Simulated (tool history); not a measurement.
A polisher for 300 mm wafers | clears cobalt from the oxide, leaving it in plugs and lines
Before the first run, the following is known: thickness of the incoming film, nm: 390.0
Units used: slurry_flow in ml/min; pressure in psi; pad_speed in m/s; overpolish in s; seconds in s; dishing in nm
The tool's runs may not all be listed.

run  hour  slurry_flow  pressure  pad_speed  overpolish  seconds  dishing
  1     0          225       2.1        0.9          22    80.18    33.27
  2   7.8          225       1.9        0.9          19    87.54   32.048
  3  14.6          220       1.8        0.9          16   91.938   29.287
  4  19.2          245       1.8        0.9          16   90.773   28.553
  5  24.9          245       2.2        0.9          16   76.864   32.195
  6  30.5          245       2.2       1.12          16     65.8   33.647
  7  38.6          245       2.2       1.12          16   66.166   33.378
  8  41.7          230       1.6        1.1           7   87.394   19.415
  9  50.4          230       1.5       1.08          10   95.608   23.627

Predict the results of run 10:
 10  54.3          230       1.4       1.08          11        ?        ?

seconds: 101.84 s
dishing: 23.17 nm
